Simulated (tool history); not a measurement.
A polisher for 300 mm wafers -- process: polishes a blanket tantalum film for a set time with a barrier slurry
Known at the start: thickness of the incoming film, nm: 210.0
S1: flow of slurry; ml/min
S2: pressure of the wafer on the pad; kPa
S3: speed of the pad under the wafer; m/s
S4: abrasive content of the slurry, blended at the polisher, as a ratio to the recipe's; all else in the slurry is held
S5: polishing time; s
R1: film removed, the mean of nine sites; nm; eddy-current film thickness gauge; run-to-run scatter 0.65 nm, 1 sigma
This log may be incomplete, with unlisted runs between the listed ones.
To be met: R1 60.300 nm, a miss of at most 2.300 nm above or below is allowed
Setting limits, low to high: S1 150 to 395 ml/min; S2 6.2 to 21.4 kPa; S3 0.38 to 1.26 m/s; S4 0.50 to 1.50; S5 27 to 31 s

run,hour,S1,S2,S3,S4,S5,R1
1,0.0,250,13.8,0.82,1.00,31,39.230
2,3.1,250,15.2,0.82,1.00,31,42.370
3,7.8,250,15.2,0.82,1.00,31,43.411
4,11.8,250,15.9,0.82,1.00,31,44.031
5,12.9,250,13.1,0.82,1.00,31,36.890
6,21.1,250,14.5,0.82,1.00,31,41.311
7,22.5,250,15.9,0.82,1.00,31,44.047
8,29.1,250,16.5,0.82,1.00,31,46.843
9,32.0,250,17.2,0.82,1.00,31,48.592
10,37.5,250,17.9,0.82,1.00,31,50.681
11,41.8,250,18.6,0.82,1.00,31,52.178
12,47.0,250,19.3,0.82,1.00,31,54.238
13,48.0,250,20.0,0.82,1.00,31,55.257
14,56.1,250,20.7,0.82,1.00,31,58.848
# hour 64.8: slurry blender recalibrated
15,64.8,250,21.4,0.82,1.00,31,67.400

Consider the 5 candidate settings below. Which is the only one whose results all fall within their allowed miss of target?
A,73.5,225,20.0,0.78,1.00,29,?
B,73.5,180,21.4,0.84,0.75,31,?
C,73.5,205,20.7,0.82,0.90,28,?
D,73.5,260,18.6,1.20,1.05,27,?
E,73.5,260,20.7,0.72,0.95,29,?

move,R1
A,54.983
B,60.065
C,55.204
D,73.786
E,53.017
A: moves the result that the last run missed by most past its target, out the other side
B: all results land within tolerance of their targets
C: moves the result that the last run missed by most past its target, out the other side
D: further off than the last run
E: moves the result that the last run missed by most past its target, out the other side
B meets every target.
